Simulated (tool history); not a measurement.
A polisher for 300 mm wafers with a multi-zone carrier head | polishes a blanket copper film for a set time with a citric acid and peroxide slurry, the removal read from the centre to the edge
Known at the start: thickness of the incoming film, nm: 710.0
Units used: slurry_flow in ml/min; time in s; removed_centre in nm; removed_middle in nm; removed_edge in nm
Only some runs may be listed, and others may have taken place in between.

run  hour  slurry_flow  centre_zone  middle_zone  edge_zone  slurry_solids  time  removed_centre  removed_middle  removed_edge
  1     0          225            1            1          1              1    67           187.3          189.45        198.25
  2   8.3          225            1            1       1.03              1    67          190.06          191.73        204.16
  3   9.7          225            1            1       1.03              1    81          225.13          231.38        250.36
  4  18.4          225         1.07            1       1.03              1    81          238.38          231.72           248
     26.9  -- edge zone pressure recalibrated
  5  26.9          225         1.07         0.94       1.03              1    81          244.43          222.94        234.73
  6  30.6          240         1.07         0.95          1              1    81          244.08          223.88        231.01
  7  33.4          250         1.07         0.97       0.99              1    81          249.53          228.43         234.6
  8  39.3          250         1.07         0.97       0.99              1    81          245.25          228.42        237.25

Run 9 comes next. What will it give?
  9  45.6          255         1.07         0.98       0.96              1    81               ?               ?             ?

For run 9 the tool returned removed_centre 249.84 nm, removed_middle 233.19 nm, removed_edge 230.25 nm.
